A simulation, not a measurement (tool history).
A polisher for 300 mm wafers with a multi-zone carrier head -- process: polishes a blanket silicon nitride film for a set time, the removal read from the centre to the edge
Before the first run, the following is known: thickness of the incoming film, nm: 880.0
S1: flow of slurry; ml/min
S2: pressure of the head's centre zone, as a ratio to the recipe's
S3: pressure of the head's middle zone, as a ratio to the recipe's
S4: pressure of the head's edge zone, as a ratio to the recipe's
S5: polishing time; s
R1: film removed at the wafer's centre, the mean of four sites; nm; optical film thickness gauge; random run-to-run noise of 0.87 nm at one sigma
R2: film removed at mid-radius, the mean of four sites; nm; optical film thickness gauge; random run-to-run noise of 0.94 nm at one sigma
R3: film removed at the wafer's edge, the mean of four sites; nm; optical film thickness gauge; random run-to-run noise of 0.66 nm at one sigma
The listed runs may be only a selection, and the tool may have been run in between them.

run	hour	S1	S2	S3	S4	S5	R1	R2	R3
1	0	190	1	1	1	85	134.7	135.08	129.9
2	6.8	190	0.96	1	1	85	127.89	135.26	130.98
3	14.3	190	0.96	1	0.97	85	131.11	137.44	128.77
4	22.4	180	0.94	0.96	0.98	78	114.85	119.54	117.73
5	24.1	180	0.94	0.91	0.98	78	112.2	113.05	116.06
6	29.1	180	0.94	0.85	0.98	78	112.57	108.19	119.02
7	29.7	170	0.92	0.84	0.99	73	102.08	98.109	110.26
8	38.5	160	0.9	0.83	0.99	70	96.754	92.435	104.57
9	45.1	160	0.88	0.83	1.01	67	88.186	88.573	101.26
10	48	155	0.87	0.83	1.01	66	86.298	87.568	99.023
11	49.8	150	0.86	0.83	1.01	65	83.065	83.828	98.253

What will run 12 give?
12	52.2	145	0.85	0.83	1	64	?	?	?

{"run 12": {"R1": 80.012, "R2": 84.251, "R3": 95.394}}
